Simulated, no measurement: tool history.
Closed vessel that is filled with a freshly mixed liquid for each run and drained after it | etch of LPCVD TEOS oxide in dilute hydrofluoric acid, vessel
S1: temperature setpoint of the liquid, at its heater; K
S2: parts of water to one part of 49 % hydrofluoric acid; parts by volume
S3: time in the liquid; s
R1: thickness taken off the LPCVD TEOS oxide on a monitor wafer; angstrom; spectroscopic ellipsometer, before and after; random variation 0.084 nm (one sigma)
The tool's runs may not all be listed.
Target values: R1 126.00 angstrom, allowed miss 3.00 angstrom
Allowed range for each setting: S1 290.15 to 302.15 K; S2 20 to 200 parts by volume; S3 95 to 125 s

| run | day | S1 | S2 | S3 | R1 |
|---|---|---|---|---|---|
| 1 | 0.000 | 294.15 | 110 | 125 | 162.45 |
| 2 | 0.071 | 292.65 | 110 | 125 | 152.41 |
| 3 | 0.258 | 292.65 | 110 | 125 | 152.33 |
| 4 | 0.588 | 292.65 | 95 | 125 | 180.26 |
| 5 | 0.833 | 290.15 | 95 | 125 | 163.72 |
| 6 | 1.121 | 290.15 | 95 | 125 | 162.70 |
| 7 | 1.275 | 290.15 | 100 | 125 | 152.60 |
| 8 | 1.588 | 290.15 | 105 | 125 | 146.47 |
| 9 | 1.867 | 290.15 | 110 | 125 | 136.57 |
| 10 | 1.983 | 290.15 | 115 | 125 | 131.94 |

Next run, 4 choices. One meets every target within its allowed miss, the rest don't. Which?
| A | 2.100 | 290.15 | 120 | 125 | ? |
| B | 2.100 | 291.15 | 125 | 120 | ? |
| C | 2.100 | 291.15 | 120 | 115 | ? |
| D | 2.100 | 290.15 | 110 | 110 | ? |

| move | R1 |
|---|---|
| A | 126.33 |
| B | 120.74 |
| C | 121.15 |
| D | 122.52 |
A: each result inside its tolerance
B: pushes the last run's worst result past its target
C: pushes the last run's worst result past its target
D: pushes the last run's worst result past its target
So the answer is move A, the one that meets all the targets.
